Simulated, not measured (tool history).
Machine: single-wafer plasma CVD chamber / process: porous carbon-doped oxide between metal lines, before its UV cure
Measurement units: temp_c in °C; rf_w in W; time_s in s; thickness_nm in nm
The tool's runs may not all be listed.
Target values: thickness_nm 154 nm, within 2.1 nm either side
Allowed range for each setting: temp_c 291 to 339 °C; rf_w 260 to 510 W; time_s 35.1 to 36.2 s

Run 1, hour 0: temp_c 315 °C, rf_w 385 W, time_s 35.1 s. Result: thickness_nm 131.8 nm.
Run 2, hour 1.2: temp_c 309 °C, rf_w 385 W, time_s 35.1 s. Result: thickness_nm 136.47 nm.
Run 3, hour 6.6: temp_c 304 °C, rf_w 390 W, time_s 35.1 s. Result: thickness_nm 140.61 nm.
Run 4, hour 8.2: temp_c 304 °C, rf_w 390 W, time_s 35.1 s. Result: thickness_nm 141.03 nm.
Run 5, hour 12.3: temp_c 304 °C, rf_w 415 W, time_s 35.1 s. Result: thickness_nm 148.8 nm.
Run 6, hour 15.2: temp_c 302 °C, rf_w 415 W, time_s 35.1 s. Result: thickness_nm 150.86 nm.
Run 7, hour 17.8: temp_c 301 °C, rf_w 415 W, time_s 35.1 s. Result: thickness_nm 150.84 nm.
At hour 23.2: RF generator calibrated.
Run 8, hour 23.2: temp_c 300 °C, rf_w 415 W, time_s 35.1 s. Result: thickness_nm 160.47 nm.

Which one of the following 4 next-run settings gets every result inside its allowed miss? There is exactly one.
Run A, hour 28.6: temp_c 300 °C, rf_w 425 W, time_s 35.7 s. Result: thickness_nm ?.
Run B, hour 28.6: temp_c 299 °C, rf_w 385 W, time_s 35.5 s. Result: thickness_nm ?.
Run C, hour 28.6: temp_c 307 °C, rf_w 440 W, time_s 35.8 s. Result: thickness_nm ?.
Run D, hour 28.6: temp_c 301 °C, rf_w 410 W, time_s 35.6 s. Result: thickness_nm ?.

move  thickness_nm
   A        166.18
   B        152.69
   C        165.84
   D        159.96
A: misses by more than the last run did
B: all results in spec
C: misses by more than the last run did
D: moves toward the targets from the last run without getting all of them in spec
The move that meets every target is B.
